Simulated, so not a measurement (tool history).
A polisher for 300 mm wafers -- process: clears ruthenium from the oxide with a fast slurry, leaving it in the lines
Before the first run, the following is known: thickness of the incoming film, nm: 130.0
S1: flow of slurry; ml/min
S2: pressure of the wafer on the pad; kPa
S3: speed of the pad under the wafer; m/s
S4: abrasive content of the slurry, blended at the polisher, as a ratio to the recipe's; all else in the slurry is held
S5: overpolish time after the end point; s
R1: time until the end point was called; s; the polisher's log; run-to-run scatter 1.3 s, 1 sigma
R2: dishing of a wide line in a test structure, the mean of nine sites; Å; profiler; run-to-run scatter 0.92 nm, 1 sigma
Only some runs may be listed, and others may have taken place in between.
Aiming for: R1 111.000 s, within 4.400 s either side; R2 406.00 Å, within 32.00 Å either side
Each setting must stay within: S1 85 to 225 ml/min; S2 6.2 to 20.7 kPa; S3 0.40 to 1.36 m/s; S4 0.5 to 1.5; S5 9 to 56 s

Run 1, day 0.000: S1 145 ml/min, S2 13.1 kPa, S3 0.88 m/s, S4 1.0, S5 29 s. Result: R1 62.001 s, R2 430.49 Å.
Run 2, day 0.129: S1 145 ml/min, S2 10.3 kPa, S3 0.88 m/s, S4 1.0, S5 29 s. Result: R1 77.543 s, R2 359.12 Å.
Run 3, day 0.217: S1 145 ml/min, S2 10.3 kPa, S3 0.88 m/s, S4 1.1, S5 29 s. Result: R1 74.281 s, R2 370.13 Å.
Run 4, day 0.338: S1 145 ml/min, S2 10.3 kPa, S3 0.88 m/s, S4 0.9, S5 29 s. Result: R1 81.642 s, R2 340.85 Å.
Run 5, day 0.679: S1 140 ml/min, S2 9.0 kPa, S3 0.88 m/s, S4 0.9, S5 34 s. Result: R1 95.176 s, R2 341.48 Å.
Run 6, day 0.967: S1 140 ml/min, S2 6.9 kPa, S3 0.88 m/s, S4 0.9, S5 34 s. Result: R1 123.450 s, R2 262.86 Å.
Run 7, day 1.158: S1 150 ml/min, S2 6.9 kPa, S3 0.88 m/s, S4 0.9, S5 38 s. Result: R1 121.770 s, R2 301.36 Å.
Run 8, day 1.450: S1 150 ml/min, S2 7.6 kPa, S3 0.88 m/s, S4 0.9, S5 41 s. Result: R1 109.540 s, R2 347.47 Å.
Run 9, day 1.679: S1 150 ml/min, S2 7.6 kPa, S3 0.88 m/s, S4 0.9, S5 43 s. Result: R1 109.170 s, R2 351.00 Å.

Next run, 4 choices. One meets every target within its allowed miss, the rest don't. Which?
Run A, day 1.908: S1 150 ml/min, S2 10.3 kPa, S3 0.66 m/s, S4 0.9, S5 33 s. Result: R1 ?, R2 ?.
Run B, day 1.908: S1 170 ml/min, S2 6.2 kPa, S3 0.92 m/s, S4 1.1, S5 50 s. Result: R1 ?, R2 ?.
Run C, day 1.908: S1 145 ml/min, S2 7.6 kPa, S3 0.80 m/s, S4 1.1, S5 38 s. Result: R1 ?, R2 ?.
Run D, day 1.908: S1 140 ml/min, S2 8.3 kPa, S3 0.80 m/s, S4 1.0, S5 56 s. Result: R1 ?, R2 ?.

move       R1      R2
   A  109.490  303.82
   B  114.030  410.31
   C  111.160  337.05
   D  107.990  465.06
A: moves away from the targets compared with the last run
B: hits every target within its allowed miss
C: moves away from the targets compared with the last run
D: the result that was furthest off in the last run now lies on the other side of its target
So the answer is move B, the one that meets all the targets.
